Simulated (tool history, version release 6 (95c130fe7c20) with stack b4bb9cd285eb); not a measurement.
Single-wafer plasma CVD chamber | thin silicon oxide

run  hour  heater temperature setpoint (deg C)  chamber pressure (Torr)  RF power (W)  deposition time (s)  mean film thickness on the monitor wafer (angstrom)
  1     0                                  405                     1.03           325                 6.81                                               157.28
  2   2.5                                  405                     1.03           305                 6.81                                               151.65
  3   9.2                                  408                     0.93           285                 6.81                                               133.06
  4  17.3                                  408                     0.93           285                 6.81                                                134.8
  5  17.8                                  408                     1.11           285                 6.81                                                157.4
     24.1  -- RF generator calibrated
  6  24.1                                  408                     1.11           285                 7.03                                               167.26
  7  26.8                                  420                      0.9           235                 6.81                                               120.86
  8  29.4                                  420                     0.84           235                 6.81                                               110.54
  9  33.3                                  420                     0.81           235                 6.81                                                105.2
 10  36.1                                  420                      0.8           235                 6.81                                               103.05
 11  43.5                                  420                      0.8           235                 6.81                                               103.34

Run 12, settings as shown, results not yet in. Your forecast:
 12  47.7                                  420                     0.79           235                 6.81                                                    ?

mean film thickness on the monitor wafer (angstrom): 102.48

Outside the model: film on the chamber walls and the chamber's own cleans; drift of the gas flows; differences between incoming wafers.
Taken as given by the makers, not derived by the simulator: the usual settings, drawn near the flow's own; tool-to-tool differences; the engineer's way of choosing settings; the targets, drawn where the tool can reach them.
